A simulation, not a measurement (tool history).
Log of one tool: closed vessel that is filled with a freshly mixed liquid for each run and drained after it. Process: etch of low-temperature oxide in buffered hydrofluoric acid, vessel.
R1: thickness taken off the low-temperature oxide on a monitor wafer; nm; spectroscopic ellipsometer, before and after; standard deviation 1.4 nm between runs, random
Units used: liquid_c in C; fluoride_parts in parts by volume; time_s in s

run 1 hour=0.0 | liquid_c=21.0 fluoride_parts=13 time_s=105 | R1=370.43
run 2 hour=5.3 | liquid_c=20.5 fluoride_parts=13 time_s=105 | R1=365.59
run 3 hour=13.6 | liquid_c=22.0 fluoride_parts=13 time_s=105 | R1=392.63
run 4 hour=19.2 | liquid_c=22.0 fluoride_parts=13 time_s=110 | R1=413.01
run 5 hour=20.1 | liquid_c=21.5 fluoride_parts=13 time_s=110 | R1=406.18
run 6 hour=21.4 | liquid_c=21.5 fluoride_parts=13 time_s=105 | R1=381.78

The next listed run, before its measurement:
-- hour=26.6 thermometer replaced
run 7 hour=26.6 | liquid_c=21.0 fluoride_parts=13 time_s=105 | R1=?

Run 7 gave R1 349.26 nm.

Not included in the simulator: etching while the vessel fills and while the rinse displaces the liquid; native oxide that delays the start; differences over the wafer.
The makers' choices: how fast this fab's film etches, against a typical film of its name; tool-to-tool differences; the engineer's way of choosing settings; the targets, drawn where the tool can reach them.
